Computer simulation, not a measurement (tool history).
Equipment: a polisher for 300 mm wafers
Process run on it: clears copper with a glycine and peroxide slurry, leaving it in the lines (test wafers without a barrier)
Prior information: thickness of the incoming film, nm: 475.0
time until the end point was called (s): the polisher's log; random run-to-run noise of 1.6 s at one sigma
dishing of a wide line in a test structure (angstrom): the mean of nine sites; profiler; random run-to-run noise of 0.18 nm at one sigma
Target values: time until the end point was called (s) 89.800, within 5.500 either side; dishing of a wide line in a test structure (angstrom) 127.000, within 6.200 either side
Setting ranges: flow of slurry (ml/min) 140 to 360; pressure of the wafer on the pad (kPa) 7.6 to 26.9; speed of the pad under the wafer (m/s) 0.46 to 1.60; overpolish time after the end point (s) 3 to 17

| run | hour | flow of slurry (ml/min) | pressure of the wafer on the pad (kPa) | speed of the pad under the wafer (m/s) | overpolish time after the end point (s) | time until the end point was called (s) | dishing of a wide line in a test structure (angstrom) |
|---|---|---|---|---|---|---|---|
| 1 | 0.0 | 230 | 17.2 | 1.02 | 9 | 76.422 | 189.940 |
| 2 | 7.3 | 270 | 17.2 | 1.02 | 9 | 73.996 | 189.400 |
| 3 | 11.9 | 310 | 17.2 | 1.02 | 9 | 73.846 | 189.670 |
| 4 | 18.7 | 310 | 17.2 | 1.14 | 9 | 67.363 | 197.160 |
| 5 | 21.9 | 285 | 17.2 | 1.14 | 9 | 70.545 | 198.830 |
| 6 | 30.9 | 290 | 17.2 | 1.08 | 8 | 72.276 | 183.730 |
| 7 | 32.6 | 300 | 17.2 | 1.04 | 7 | 75.756 | 170.420 |
| 8 | 37.5 | 360 | 13.8 | 1.00 | 3 | 88.658 | 88.596 |
| 9 | 45.6 | 345 | 13.8 | 1.00 | 3 | 87.590 | 88.841 |
| 10 | 49.3 | 340 | 14.5 | 0.98 | 3 | 85.187 | 87.455 |
| 11 | 53.7 | 340 | 14.5 | 0.98 | 4 | 88.180 | 111.400 |
| 12 | 60.9 | 340 | 14.5 | 0.96 | 4 | 87.343 | 113.590 |
| 13 | 66.1 | 340 | 14.5 | 0.92 | 7 | 91.397 | 158.210 |
| 14 | 67.9 | 340 | 13.8 | 0.94 | 7 | 92.624 | 153.560 |
| 15 | 75.8 | 340 | 13.8 | 0.96 | 7 | 90.758 | 152.560 |
| 16 | 81.6 | 340 | 13.8 | 0.98 | 7 | 90.543 | 157.310 |
| 17 | 85.5 | 340 | 13.8 | 1.00 | 6 | 88.126 | 145.670 |
| 18 | 90.7 | 340 | 13.8 | 0.98 | 6 | 89.498 | 141.380 |
| 19 | 97.4 | 340 | 14.5 | 0.96 | 6 | 87.729 | 147.400 |
| 20 | 105.2 | 335 | 14.5 | 0.96 | 6 | 91.169 | 142.330 |
| 21 | 108.1 | 335 | 13.8 | 1.00 | 6 | 86.776 | 139.950 |
| 22 | 115.0 | 335 | 11.7 | 1.02 | 4 | 98.973 | 102.180 |

Below are 4 possible settings for the next run. Only one of them brings all results inside the allowed miss of their targets. Which is it?
| A | 121.9 | 315 | 11.7 | 0.86 | 5 | ? | ? |
| B | 121.9 | 305 | 11.7 | 1.14 | 5 | ? | ? |
| C | 121.9 | 320 | 14.5 | 0.72 | 6 | ? | ? |
| D | 121.9 | 360 | 13.8 | 1.12 | 4 | ? | ? |

| move | time until the end point was called (s) | dishing of a wide line in a test structure (angstrom) |
|---|---|---|
| A | 113.160 | 110.290 |
| B | 93.500 | 124.310 |
| C | 109.080 | 129.180 |
| D | 82.314 | 115.890 |
A: its largest miss is bigger than the last run's
B: in spec on every target
C: brings the result that was furthest off to its target, and leaves another outside
D: nearer than the last run, and not there yet
B meets every target.
